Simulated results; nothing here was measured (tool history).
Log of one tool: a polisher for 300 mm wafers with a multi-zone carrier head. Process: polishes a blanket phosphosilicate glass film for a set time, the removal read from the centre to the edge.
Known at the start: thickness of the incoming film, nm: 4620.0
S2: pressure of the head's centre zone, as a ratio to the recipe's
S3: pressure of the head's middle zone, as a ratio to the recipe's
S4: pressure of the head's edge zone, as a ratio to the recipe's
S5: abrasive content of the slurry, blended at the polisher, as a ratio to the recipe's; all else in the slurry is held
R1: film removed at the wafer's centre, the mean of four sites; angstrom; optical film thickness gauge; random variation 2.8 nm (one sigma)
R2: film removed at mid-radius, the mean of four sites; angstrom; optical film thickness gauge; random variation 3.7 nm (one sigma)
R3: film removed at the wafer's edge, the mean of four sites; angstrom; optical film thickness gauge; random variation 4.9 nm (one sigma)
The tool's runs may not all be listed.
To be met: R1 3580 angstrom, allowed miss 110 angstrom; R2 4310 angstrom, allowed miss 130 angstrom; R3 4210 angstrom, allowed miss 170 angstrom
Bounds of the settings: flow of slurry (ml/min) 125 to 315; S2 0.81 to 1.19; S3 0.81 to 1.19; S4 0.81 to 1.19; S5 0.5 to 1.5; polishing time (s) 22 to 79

{"run": 1, "hour": 0.0, "flow of slurry (ml/min)": 205, "S2": 1, "S3": 1, "S4": 1, "S5": 1, "polishing time (s)": 50, "R1": 6572.4, "R2": 6716.5, "R3": 7015.9}
{"run": 2, "hour": 4.0, "flow of slurry (ml/min)": 205, "S2": 1, "S3": 1, "S4": 1, "S5": 1.2, "polishing time (s)": 50, "R1": 6980.9, "R2": 7173.6, "R3": 7347.1}
{"run": 3, "hour": 12.9, "flow of slurry (ml/min)": 205, "S2": 1, "S3": 0.92, "S4": 1, "S5": 1.2, "polishing time (s)": 50, "R1": 7007.8, "R2": 6786, "R3": 7306.7}
{"run": 4, "hour": 18.0, "flow of slurry (ml/min)": 205, "S2": 0.98, "S3": 0.93, "S4": 0.98, "S5": 1.1, "polishing time (s)": 48, "R1": 6386.6, "R2": 6488.5, "R3": 6715.3}
{"run": 5, "hour": 24.2, "flow of slurry (ml/min)": 200, "S2": 0.96, "S3": 0.92, "S4": 0.97, "S5": 1, "polishing time (s)": 47, "R1": 5964.5, "R2": 5912.6, "R3": 6367.6}
{"run": 6, "hour": 29.6, "flow of slurry (ml/min)": 200, "S2": 0.94, "S3": 0.94, "S4": 0.95, "S5": 0.95, "polishing time (s)": 46, "R1": 5540.3, "R2": 5817.1, "R3": 6067.2}
{"run": 7, "hour": 34.1, "flow of slurry (ml/min)": 200, "S2": 0.93, "S3": 0.94, "S4": 0.93, "S5": 0.9, "polishing time (s)": 45, "R1": 5198.4, "R2": 5525.5, "R3": 5551.2}
{"hour": 38.8, "done": "slurry nozzle cleaned"}
{"run": 8, "hour": 38.8, "flow of slurry (ml/min)": 195, "S2": 0.91, "S3": 0.94, "S4": 0.92, "S5": 0.85, "polishing time (s)": 45, "R1": 5094.7, "R2": 5593, "R3": 5502.4}
{"run": 9, "hour": 43.1, "flow of slurry (ml/min)": 195, "S2": 0.9, "S3": 0.94, "S4": 0.92, "S5": 0.8, "polishing time (s)": 44, "R1": 4834.5, "R2": 5299.5, "R3": 5399.4}
{"run": 10, "hour": 49.5, "flow of slurry (ml/min)": 190, "S2": 0.89, "S3": 0.94, "S4": 0.91, "S5": 0.75, "polishing time (s)": 43, "R1": 4461.9, "R2": 5093.2, "R3": 5043.2}
{"run": 11, "hour": 54.9, "flow of slurry (ml/min)": 185, "S2": 0.88, "S3": 0.93, "S4": 0.9, "S5": 0.7, "polishing time (s)": 43, "R1": 4307.7, "R2": 4772.7, "R3": 4911.7}
{"run": 12, "hour": 57.8, "flow of slurry (ml/min)": 180, "S2": 0.87, "S3": 0.93, "S4": 0.89, "S5": 0.7, "polishing time (s)": 43, "R1": 4211.4, "R2": 4813.5, "R3": 4709.9}
{"run": 13, "hour": 62.6, "flow of slurry (ml/min)": 135, "S2": 0.81, "S3": 0.88, "S4": 0.89, "S5": 0.55, "polishing time (s)": 43, "R1": 3293.4, "R2": 3894.5, "R3": 4073.3}
{"run": 14, "hour": 66.8, "flow of slurry (ml/min)": 140, "S2": 0.81, "S3": 0.89, "S4": 0.88, "S5": 0.55, "polishing time (s)": 43, "R1": 3297.4, "R2": 3970.1, "R3": 4044.4}
{"run": 15, "hour": 74.5, "flow of slurry (ml/min)": 145, "S2": 0.81, "S3": 0.89, "S4": 0.88, "S5": 0.55, "polishing time (s)": 43, "R1": 3346.7, "R2": 3917.4, "R3": 4082.7}
{"run": 16, "hour": 76.8, "flow of slurry (ml/min)": 150, "S2": 0.81, "S3": 0.9, "S4": 0.88, "S5": 0.55, "polishing time (s)": 43, "R1": 3394.7, "R2": 4079, "R3": 4172.2}
{"run": 17, "hour": 79.6, "flow of slurry (ml/min)": 155, "S2": 0.81, "S3": 0.9, "S4": 0.87, "S5": 0.55, "polishing time (s)": 43, "R1": 3355.5, "R2": 4154.8, "R3": 4088}
{"run": 18, "hour": 82.6, "flow of slurry (ml/min)": 160, "S2": 0.81, "S3": 0.9, "S4": 0.87, "S5": 0.55, "polishing time (s)": 43, "R1": 3410.5, "R2": 4116.2, "R3": 4128.5}
{"run": 19, "hour": 86.7, "flow of slurry (ml/min)": 165, "S2": 0.81, "S3": 0.9, "S4": 0.87, "S5": 0.55, "polishing time (s)": 43, "R1": 3473.3, "R2": 4164.8, "R3": 4198.9}

5 next moves are on the table. One of them brings every result within its allowed miss. Which?
{"run": "A", "hour": 90.8, "flow of slurry (ml/min)": 150, "S2": 0.82, "S3": 0.82, "S4": 0.88, "S5": 0.75, "polishing time (s)": 38, "R1": "?", "R2": "?", "R3": "?"}
{"run": "B", "hour": 90.8, "flow of slurry (ml/min)": 135, "S2": 0.82, "S3": 0.91, "S4": 0.81, "S5": 0.6, "polishing time (s)": 44, "R1": "?", "R2": "?", "R3": "?"}
{"run": "C", "hour": 90.8, "flow of slurry (ml/min)": 140, "S2": 0.81, "S3": 0.86, "S4": 0.86, "S5": 0.55, "polishing time (s)": 45, "R1": "?", "R2": "?", "R3": "?"}
{"run": "D", "hour": 90.8, "flow of slurry (ml/min)": 160, "S2": 0.88, "S3": 0.92, "S4": 0.97, "S5": 0.5, "polishing time (s)": 43, "R1": "?", "R2": "?", "R3": "?"}
{"run": "E", "hour": 90.8, "flow of slurry (ml/min)": 220, "S2": 0.86, "S3": 0.9, "S4": 0.97, "S5": 0.5, "polishing time (s)": 45, "R1": "?", "R2": "?", "R3": "?"}

move=A R1=3495 R2=3926.2 R3=4219.9
move=B R1=3547.1 R2=4236.7 R3=4164.9
move=C R1=3467.1 R2=4056.7 R3=4219.6
move=D R1=3550.2 R2=3951.1 R3=4147.5
move=E R1=3853.3 R2=4306.4 R3=4514
A: further off than the last run
B: meets every target
C: further off than the last run
D: further off than the last run
E: brings the result that was furthest off to its target, and leaves another outside
Answer: B

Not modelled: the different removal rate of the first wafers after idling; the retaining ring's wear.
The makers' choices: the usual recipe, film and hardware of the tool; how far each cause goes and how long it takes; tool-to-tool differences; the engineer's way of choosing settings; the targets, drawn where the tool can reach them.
